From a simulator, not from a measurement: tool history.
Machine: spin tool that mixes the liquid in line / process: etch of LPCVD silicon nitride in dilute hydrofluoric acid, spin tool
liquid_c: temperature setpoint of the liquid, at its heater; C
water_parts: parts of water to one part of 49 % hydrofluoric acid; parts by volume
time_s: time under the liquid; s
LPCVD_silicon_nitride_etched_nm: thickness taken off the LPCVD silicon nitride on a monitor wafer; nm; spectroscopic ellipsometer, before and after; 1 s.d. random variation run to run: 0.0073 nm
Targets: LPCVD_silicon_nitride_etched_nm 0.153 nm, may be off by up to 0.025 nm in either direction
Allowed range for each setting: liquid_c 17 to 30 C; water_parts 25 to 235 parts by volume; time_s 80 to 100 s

run  hour  liquid_c  water_parts  time_s  LPCVD_silicon_nitride_etched_nm
  1     0        22          130     100                          0.33466
  2   6.1        22          110     100                          0.41807
  3  10.9        22          110      80                          0.31447
  4  14.9        22          110     100                          0.37363
  5  17.1        21          130      95                          0.31613
  6  24.2        21           85      95                          0.44849
  7  26.8      20.5          110      90                          0.29134
  8  33.4        20          115      90                          0.29617
  9    38      19.5          125      90                          0.25019

Below are 5 possible settings for the next run. Only one of them brings all results inside the allowed miss of their targets. Which is it?
  A  42.6        20          120      80                                ?
  B  42.6      18.5          100      80                                ?
  C  42.6        18          165      80                                ?
  D  42.6      22.5          100     100                                ?
  E  42.6        19           95     100                                ?

move  LPCVD_silicon_nitride_etched_nm
   A                          0.25021
   B                          0.26892
   C                           0.1604
   D                           0.4431
   E                          0.36585
A: just as far off the targets as the last run
B: the biggest miss grows against the last run
C: all results in spec
D: the biggest miss grows against the last run
E: the biggest miss grows against the last run
Answer: C
